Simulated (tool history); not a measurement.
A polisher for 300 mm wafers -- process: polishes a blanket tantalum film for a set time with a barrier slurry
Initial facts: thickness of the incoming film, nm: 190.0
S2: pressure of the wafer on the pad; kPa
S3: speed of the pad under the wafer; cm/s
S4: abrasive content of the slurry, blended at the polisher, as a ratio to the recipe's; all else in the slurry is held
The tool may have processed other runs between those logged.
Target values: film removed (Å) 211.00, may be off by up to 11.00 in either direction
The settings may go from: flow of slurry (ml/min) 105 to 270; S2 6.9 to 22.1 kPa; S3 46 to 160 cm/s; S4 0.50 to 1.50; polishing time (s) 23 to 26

Run 1, day 0.000: flow of slurry (ml/min) 175, S2 14.5 kPa, S3 102 cm/s, S4 1.00, polishing time (s) 26. Result: film removed (Å) 476.17.
Run 2, day 0.354: flow of slurry (ml/min) 175, S2 14.5 kPa, S3 114 cm/s, S4 1.00, polishing time (s) 26. Result: film removed (Å) 521.06.
Run 3, day 0.404: flow of slurry (ml/min) 175, S2 11.7 kPa, S3 114 cm/s, S4 1.00, polishing time (s) 26. Result: film removed (Å) 429.98.
Run 4, day 0.529: flow of slurry (ml/min) 175, S2 11.7 kPa, S3 114 cm/s, S4 1.15, polishing time (s) 26. Result: film removed (Å) 450.92.
Run 5, day 0.562: flow of slurry (ml/min) 175, S2 10.3 kPa, S3 102 cm/s, S4 1.15, polishing time (s) 26. Result: film removed (Å) 360.78.
Run 6, day 0.583: flow of slurry (ml/min) 175, S2 9.7 kPa, S3 94 cm/s, S4 1.15, polishing time (s) 26. Result: film removed (Å) 313.79.
Run 7, day 0.679: flow of slurry (ml/min) 175, S2 9.0 kPa, S3 88 cm/s, S4 1.15, polishing time (s) 26. Result: film removed (Å) 267.95.
Run 8, day 0.883: flow of slurry (ml/min) 175, S2 8.3 kPa, S3 86 cm/s, S4 1.15, polishing time (s) 26. Result: film removed (Å) 246.54.

Exercise: of the 5 proposed moves below, exactly one satisfies all targets within the stated allowed misses. Which move is it?
Run A, day 1.088: flow of slurry (ml/min) 195, S2 7.6 kPa, S3 80 cm/s, S4 1.00, polishing time (s) 23. Result: film removed (Å) ?.
Run B, day 1.088: flow of slurry (ml/min) 165, S2 8.3 kPa, S3 60 cm/s, S4 1.25, polishing time (s) 26. Result: film removed (Å) ?.
Run C, day 1.088: flow of slurry (ml/min) 140, S2 6.9 kPa, S3 86 cm/s, S4 1.20, polishing time (s) 24. Result: film removed (Å) ?.
Run D, day 1.088: flow of slurry (ml/min) 265, S2 6.9 kPa, S3 102 cm/s, S4 0.95, polishing time (s) 23. Result: film removed (Å) ?.
Run E, day 1.088: flow of slurry (ml/min) 155, S2 9.0 kPa, S3 84 cm/s, S4 1.20, polishing time (s) 26. Result: film removed (Å) ?.

move  film removed (Å)
   A            180.11
   B            176.17
   C            181.68
   D            209.95
   E            251.21
A: the result that was furthest off in the last run now lies on the other side of its target
B: the result that was furthest off in the last run now lies on the other side of its target
C: the result that was furthest off in the last run now lies on the other side of its target
D: in spec on every target
E: lands further from the targets than the last run did
The right move is D.

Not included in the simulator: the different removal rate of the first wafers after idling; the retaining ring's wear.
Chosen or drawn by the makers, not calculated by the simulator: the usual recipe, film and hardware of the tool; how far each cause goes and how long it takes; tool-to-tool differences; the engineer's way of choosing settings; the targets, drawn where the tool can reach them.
